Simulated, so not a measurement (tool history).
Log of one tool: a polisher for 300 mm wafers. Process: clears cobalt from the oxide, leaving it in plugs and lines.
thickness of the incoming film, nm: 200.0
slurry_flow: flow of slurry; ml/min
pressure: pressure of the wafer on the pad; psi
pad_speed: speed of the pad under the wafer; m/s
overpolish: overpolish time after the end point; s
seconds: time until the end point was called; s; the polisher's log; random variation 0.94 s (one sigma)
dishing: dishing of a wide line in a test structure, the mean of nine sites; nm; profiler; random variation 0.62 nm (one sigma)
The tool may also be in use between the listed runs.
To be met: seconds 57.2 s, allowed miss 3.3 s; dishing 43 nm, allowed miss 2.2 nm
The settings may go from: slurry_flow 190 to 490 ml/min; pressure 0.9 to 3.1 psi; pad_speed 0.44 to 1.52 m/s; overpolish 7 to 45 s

run 1 hour=0 | slurry_flow=315 pressure=2 pad_speed=0.98 overpolish=23 | seconds=56.348 dishing=57.123
run 2 hour=5.1 | slurry_flow=315 pressure=2 pad_speed=0.84 overpolish=23 | seconds=62.288 dishing=54.321
run 3 hour=7.2 | slurry_flow=265 pressure=2 pad_speed=0.84 overpolish=23 | seconds=63.103 dishing=54.433
run 4 hour=10.4 | slurry_flow=220 pressure=2 pad_speed=0.84 overpolish=23 | seconds=64.084 dishing=53.458
run 5 hour=15.9 | slurry_flow=220 pressure=2 pad_speed=0.84 overpolish=26 | seconds=63.61 dishing=57.289
run 6 hour=16.6 | slurry_flow=275 pressure=2 pad_speed=0.84 overpolish=26 | seconds=61.554 dishing=57.547
run 7 hour=23 | slurry_flow=275 pressure=2.1 pad_speed=0.84 overpolish=20 | seconds=60.52 dishing=50.391
run 8 hour=30.4 | slurry_flow=275 pressure=2.3 pad_speed=0.84 overpolish=10 | seconds=54.678 dishing=32.945
run 9 hour=31.5 | slurry_flow=275 pressure=2.2 pad_speed=0.86 overpolish=12 | seconds=55.476 dishing=36.674
run 10 hour=37.9 | slurry_flow=275 pressure=2 pad_speed=0.92 overpolish=17 | seconds=57.93 dishing=45.647
run 11 hour=46.1 | slurry_flow=275 pressure=2.1 pad_speed=0.9 overpolish=16 | seconds=55.3 dishing=45.272

4 next moves are on the table. One of them brings every result within its allowed miss. Which?
run A hour=54.3 | slurry_flow=265 pressure=1.9 pad_speed=1.04 overpolish=15 | seconds=? dishing=?
run B hour=54.3 | slurry_flow=225 pressure=2.1 pad_speed=1 overpolish=17 | seconds=? dishing=?
run C hour=54.3 | slurry_flow=255 pressure=2.1 pad_speed=0.98 overpolish=17 | seconds=? dishing=?
run D hour=54.3 | slurry_flow=275 pressure=2.2 pad_speed=0.98 overpolish=14 | seconds=? dishing=?

move=A seconds=56.069 dishing=44.15
move=B seconds=53.417 dishing=49.4
move=C seconds=53.286 dishing=49.479
move=D seconds=50.484 dishing=45.202
A: meets every target
B: further off than the last run
C: further off than the last run
D: further off than the last run
Move A is the one to make.
